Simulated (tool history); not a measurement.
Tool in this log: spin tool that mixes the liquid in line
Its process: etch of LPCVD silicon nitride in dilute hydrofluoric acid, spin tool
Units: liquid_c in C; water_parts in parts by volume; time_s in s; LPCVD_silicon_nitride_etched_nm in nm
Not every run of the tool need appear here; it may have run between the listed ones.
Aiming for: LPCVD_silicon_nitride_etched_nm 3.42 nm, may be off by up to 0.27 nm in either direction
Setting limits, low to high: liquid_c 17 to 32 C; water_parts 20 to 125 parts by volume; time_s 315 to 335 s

| run | hour | liquid_c | water_parts | time_s | LPCVD_silicon_nitride_etched_nm |
|---|---|---|---|---|---|
| 1 | 0 | 24 | 70 | 315 | 2.2646 |
| 2 | 2.8 | 22 | 70 | 315 | 1.9567 |
| 3 | 6.2 | 22 | 70 | 335 | 2.091 |
| 4 | 13 | 19.5 | 70 | 335 | 1.7643 |
| 5 | 15.9 | 21.5 | 70 | 335 | 2.0435 |
| 6 | 22.3 | 21.5 | 85 | 335 | 1.6988 |
| 7 | 26 | 23.5 | 80 | 335 | 2.0364 |
| 8 | 28.1 | 25 | 80 | 335 | 2.2633 |

Pick the move, out of 5, that brings all results within their allowed miss; only one does.
| A | 30.2 | 22 | 110 | 315 | ? |
| B | 30.2 | 28 | 65 | 335 | ? |
| C | 30.2 | 24 | 85 | 320 | ? |
| D | 30.2 | 31.5 | 70 | 335 | ? |
| E | 30.2 | 29 | 50 | 335 | ? |

| move | LPCVD_silicon_nitride_etched_nm |
|---|---|
| A | 1.2496 |
| B | 3.3168 |
| C | 1.8689 |
| D | 3.8539 |
| E | 4.5885 |
A: further off than the last run
B: every result lands within tolerance
C: further off than the last run
D: the result that was furthest off in the last run now lies on the other side of its target
E: the result that was furthest off in the last run now lies on the other side of its target
B meets every target.
